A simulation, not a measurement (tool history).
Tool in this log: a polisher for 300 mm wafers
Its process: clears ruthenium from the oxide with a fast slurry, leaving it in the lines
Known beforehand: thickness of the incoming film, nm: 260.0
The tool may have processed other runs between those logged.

| run | day | flow of slurry (ml/min) | pressure of the wafer on the pad (psi) | speed of the pad under the wafer (m/s) | abrasive content of the slurry | overpolish time after the end point (s) | time until the end point was called (s) | dishing of a wide line in a test structure (nm) |
|---|---|---|---|---|---|---|---|---|
| 1 | 0.000 | 245 | 3.4 | 0.76 | 1.00 | 17 | 61.639 | 57.782 |
| 2 | 0.075 | 245 | 3.4 | 0.76 | 0.85 | 17 | 64.129 | 54.942 |
| 3 | 0.433 | 245 | 3.4 | 0.62 | 0.85 | 17 | 73.558 | 47.705 |
| 4 | 0.604 | 245 | 3.4 | 0.62 | 0.75 | 17 | 77.126 | 46.598 |
| 5 | 0.646 | 245 | 4.2 | 0.62 | 0.75 | 17 | 63.169 | 55.385 |
| 6 | 1.017 | 255 | 4.3 | 0.60 | 0.80 | 14 | 62.298 | 46.983 |
| 7 | 1.262 | 260 | 4.4 | 0.60 | 0.80 | 11 | 60.545 | 38.798 |

Run 8 comes next. What will it give?
| 8 | 1.617 | 260 | 4.4 | 0.60 | 0.80 | 10 | ? | ? |

time until the end point was called (s): 61.202
dishing of a wide line in a test structure (nm): 35.898
